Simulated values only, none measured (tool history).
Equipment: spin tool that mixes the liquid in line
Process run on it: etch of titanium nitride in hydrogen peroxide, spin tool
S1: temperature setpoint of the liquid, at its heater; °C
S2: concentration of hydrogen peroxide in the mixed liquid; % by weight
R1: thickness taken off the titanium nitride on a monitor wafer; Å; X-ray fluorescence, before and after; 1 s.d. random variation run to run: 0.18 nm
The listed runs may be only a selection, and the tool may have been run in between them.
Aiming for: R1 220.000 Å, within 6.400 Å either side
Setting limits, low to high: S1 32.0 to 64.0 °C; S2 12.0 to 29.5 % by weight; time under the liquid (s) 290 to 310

run 1 hour=0.0 | S1=48.0 S2=20.0 time_under_the_liquid_(s)=290 | R1=123.980
run 2 hour=7.0 | S1=41.5 S2=20.0 time_under_the_liquid_(s)=290 | R1=76.010
run 3 hour=8.2 | S1=38.0 S2=20.0 time_under_the_liquid_(s)=290 | R1=57.563
run 4 hour=9.6 | S1=35.5 S2=20.0 time_under_the_liquid_(s)=290 | R1=47.895
run 5 hour=10.5 | S1=42.5 S2=20.0 time_under_the_liquid_(s)=290 | R1=82.579
run 6 hour=14.3 | S1=47.0 S2=20.0 time_under_the_liquid_(s)=290 | R1=114.440
run 7 hour=22.8 | S1=50.0 S2=20.0 time_under_the_liquid_(s)=290 | R1=141.740
run 8 hour=30.5 | S1=52.0 S2=20.0 time_under_the_liquid_(s)=290 | R1=165.050
run 9 hour=38.7 | S1=53.5 S2=20.0 time_under_the_liquid_(s)=290 | R1=181.490
run 10 hour=44.5 | S1=54.5 S2=20.0 time_under_the_liquid_(s)=290 | R1=194.210

5 candidate next runs follow, results not yet known. Just one meets every target within its allowed miss. Identify it.
run A hour=50.3 | S1=57.0 S2=20.5 time_under_the_liquid_(s)=295 | R1=?
run B hour=50.3 | S1=52.0 S2=20.5 time_under_the_liquid_(s)=310 | R1=?
run C hour=50.3 | S1=52.0 S2=17.0 time_under_the_liquid_(s)=290 | R1=?
run D hour=50.3 | S1=56.0 S2=17.5 time_under_the_liquid_(s)=300 | R1=?
run E hour=50.3 | S1=52.5 S2=19.5 time_under_the_liquid_(s)=310 | R1=?

move=A R1=241.140
move=B R1=178.330
move=C R1=160.290
move=D R1=221.180
move=E R1=182.820
A: the result that was furthest off in the last run now lies on the other side of its target
B: the biggest miss grows against the last run
C: the biggest miss grows against the last run
D: every result lands within tolerance
E: the biggest miss grows against the last run
Move D is the one to make.
